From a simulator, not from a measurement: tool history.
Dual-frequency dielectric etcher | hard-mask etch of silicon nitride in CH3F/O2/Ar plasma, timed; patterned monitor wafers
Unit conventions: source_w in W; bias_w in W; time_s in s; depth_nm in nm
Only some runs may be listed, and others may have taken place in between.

{"run": 1, "hour": 0.0, "source_w": 380, "bias_w": 69, "time_s": 112.5, "depth_nm": 76.106}
{"run": 2, "hour": 1.0, "source_w": 380, "bias_w": 69, "time_s": 112.5, "depth_nm": 76.417}
{"run": 3, "hour": 3.6, "source_w": 380, "bias_w": 69, "time_s": 102.0, "depth_nm": 69.724}
{"run": 4, "hour": 11.0, "source_w": 380, "bias_w": 59, "time_s": 102.0, "depth_nm": 65.287}
{"run": 5, "hour": 14.2, "source_w": 410, "bias_w": 63, "time_s": 102.5, "depth_nm": 68.526}
{"run": 6, "hour": 15.0, "source_w": 440, "bias_w": 63, "time_s": 102.5, "depth_nm": 70.303}
{"run": 7, "hour": 19.2, "source_w": 460, "bias_w": 68, "time_s": 103.5, "depth_nm": 73.715}
{"run": 8, "hour": 25.8, "source_w": 470, "bias_w": 72, "time_s": 104.0, "depth_nm": 77.095}

Run 9 is up next; what results do you expect?
{"run": 9, "hour": 33.9, "source_w": 480, "bias_w": 75, "time_s": 104.5, "depth_nm": "?"}

depth_nm: 78.688 nm
